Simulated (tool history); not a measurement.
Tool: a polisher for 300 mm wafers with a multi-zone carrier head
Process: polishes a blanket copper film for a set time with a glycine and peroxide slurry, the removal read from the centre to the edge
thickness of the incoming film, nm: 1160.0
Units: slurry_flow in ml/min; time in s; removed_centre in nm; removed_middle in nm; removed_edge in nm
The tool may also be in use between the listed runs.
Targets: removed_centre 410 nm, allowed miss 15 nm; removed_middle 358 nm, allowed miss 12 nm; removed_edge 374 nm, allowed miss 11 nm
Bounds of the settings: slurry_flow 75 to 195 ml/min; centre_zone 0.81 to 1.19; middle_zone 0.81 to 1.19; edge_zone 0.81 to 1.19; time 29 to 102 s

Run 1, hour 0: slurry_flow 125 ml/min, centre_zone 1, middle_zone 1, edge_zone 1, time 65 s. Result: removed_centre 430.54 nm, removed_middle 430.03 nm, removed_edge 424.91 nm.
Run 2, hour 8.6: slurry_flow 125 ml/min, centre_zone 1, middle_zone 1, edge_zone 0.93, time 65 s. Result: removed_centre 423.9 nm, removed_middle 434.51 nm, removed_edge 410.22 nm.
Run 3, hour 11.4: slurry_flow 105 ml/min, centre_zone 1, middle_zone 1, edge_zone 0.93, time 65 s. Result: removed_centre 414.27 nm, removed_middle 411.51 nm, removed_edge 403.28 nm.
Run 4, hour 16.5: slurry_flow 105 ml/min, centre_zone 1, middle_zone 0.99, edge_zone 0.92, time 65 s. Result: removed_centre 409.31 nm, removed_middle 413.41 nm, removed_edge 397.1 nm.
Run 5, hour 19.4: slurry_flow 105 ml/min, centre_zone 1, middle_zone 0.99, edge_zone 0.86, time 65 s. Result: removed_centre 403.56 nm, removed_middle 409.17 nm, removed_edge 387.72 nm.
Run 6, hour 23.4: slurry_flow 105 ml/min, centre_zone 1, middle_zone 0.99, edge_zone 0.86, time 75 s. Result: removed_centre 465.83 nm, removed_middle 477.86 nm, removed_edge 445.64 nm.
Run 7, hour 31.2: slurry_flow 105 ml/min, centre_zone 1, middle_zone 0.98, edge_zone 0.86, time 74 s. Result: removed_centre 462.99 nm, removed_middle 463.53 nm, removed_edge 443.38 nm.
Run 8, hour 39.8: slurry_flow 105 ml/min, centre_zone 1, middle_zone 0.97, edge_zone 0.86, time 73 s. Result: removed_centre 447.78 nm, removed_middle 447.84 nm, removed_edge 428.09 nm.
Run 9, hour 41.4: slurry_flow 105 ml/min, centre_zone 1, middle_zone 0.96, edge_zone 0.86, time 73 s. Result: removed_centre 456.99 nm, removed_middle 449.53 nm, removed_edge 436.5 nm.
Run 10, hour 45.5: slurry_flow 105 ml/min, centre_zone 1, middle_zone 0.95, edge_zone 0.86, time 72 s. Result: removed_centre 459.38 nm, removed_middle 431.89 nm, removed_edge 431.03 nm.
Run 11, hour 49.6: slurry_flow 105 ml/min, centre_zone 1, middle_zone 0.95, edge_zone 0.86, time 71 s. Result: removed_centre 445.49 nm, removed_middle 432.99 nm, removed_edge 423.88 nm.
Run 12, hour 58.5: slurry_flow 105 ml/min, centre_zone 1, middle_zone 0.94, edge_zone 0.86, time 70 s. Result: removed_centre 431.72 nm, removed_middle 419.51 nm, removed_edge 413 nm.

5 next moves are on the table. One of them brings every result within its allowed miss. Which?
Run A, hour 67.4: slurry_flow 100 ml/min, centre_zone 1.06, middle_zone 1.02, edge_zone 0.81, time 66 s. Result: removed_centre ?, removed_middle ?, removed_edge ?.
Run B, hour 67.4: slurry_flow 90 ml/min, centre_zone 1.14, middle_zone 0.85, edge_zone 0.86, time 65 s. Result: removed_centre ?, removed_middle ?, removed_edge ?.
Run C, hour 67.4: slurry_flow 125 ml/min, centre_zone 1.04, middle_zone 0.87, edge_zone 0.88, time 60 s. Result: removed_centre ?, removed_middle ?, removed_edge ?.
Run D, hour 67.4: slurry_flow 115 ml/min, centre_zone 1.12, middle_zone 1.14, edge_zone 0.81, time 63 s. Result: removed_centre ?, removed_middle ?, removed_edge ?.
Run E, hour 67.4: slurry_flow 75 ml/min, centre_zone 1.04, middle_zone 0.83, edge_zone 1.06, time 78 s. Result: removed_centre ?, removed_middle ?, removed_edge ?.

move  removed_centre  removed_middle  removed_edge
   A          434.34          422.64        375.48
   B          444.43          346.98        373.15
   C          411.57          355.06        368.35
   D          456.56          459.32        366.54
   E          454.73          385.63        476.24
A: further off than the last run
B: brings the result that was furthest off to its target, and leaves another outside
C: meets every target
D: further off than the last run
E: further off than the last run
The right move is C.
